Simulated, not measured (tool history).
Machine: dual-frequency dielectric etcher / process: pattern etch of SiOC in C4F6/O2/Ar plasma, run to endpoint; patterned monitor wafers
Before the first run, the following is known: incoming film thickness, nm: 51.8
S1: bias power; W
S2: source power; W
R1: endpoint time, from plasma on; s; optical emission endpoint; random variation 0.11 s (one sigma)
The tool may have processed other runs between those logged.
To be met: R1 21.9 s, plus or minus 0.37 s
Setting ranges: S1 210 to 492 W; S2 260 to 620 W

Run 1, day 0: S1 351 W, S2 440 W. Result: R1 17.376 s.
Run 2, day 0.158: S1 385 W, S2 440 W. Result: R1 16.732 s.
Run 3, day 0.3: S1 385 W, S2 520 W. Result: R1 15.875 s.
Run 4, day 0.654: S1 340 W, S2 470 W. Result: R1 17.219 s.
Run 5, day 0.696: S1 340 W, S2 530 W. Result: R1 16.585 s.
Run 6, day 0.954: S1 286 W, S2 530 W. Result: R1 17.719 s.
Run 7, day 1.008: S1 266 W, S2 480 W. Result: R1 18.931 s.
Run 8, day 1.2: S1 251 W, S2 450 W. Result: R1 19.505 s.
Run 9, day 1.229: S1 240 W, S2 420 W. Result: R1 20.685 s.

Which of these 4 next moves meets every target?
Run A, day 1.258: S1 250 W, S2 380 W. Result: R1 ?.
Run B, day 1.258: S1 229 W, S2 420 W. Result: R1 ?.
Run C, day 1.258: S1 217 W, S2 400 W. Result: R1 ?.
Run D, day 1.258: S1 210 W, S2 450 W. Result: R1 ?.

move      R1
   A   20.98
   B  20.911
   C  21.739
   D  21.061
A: better than the last run, though not everything is in spec
B: better than the last run, though not everything is in spec
C: every result lands within tolerance
D: better than the last run, though not everything is in spec
So the answer is move C, the one that meets all the targets.

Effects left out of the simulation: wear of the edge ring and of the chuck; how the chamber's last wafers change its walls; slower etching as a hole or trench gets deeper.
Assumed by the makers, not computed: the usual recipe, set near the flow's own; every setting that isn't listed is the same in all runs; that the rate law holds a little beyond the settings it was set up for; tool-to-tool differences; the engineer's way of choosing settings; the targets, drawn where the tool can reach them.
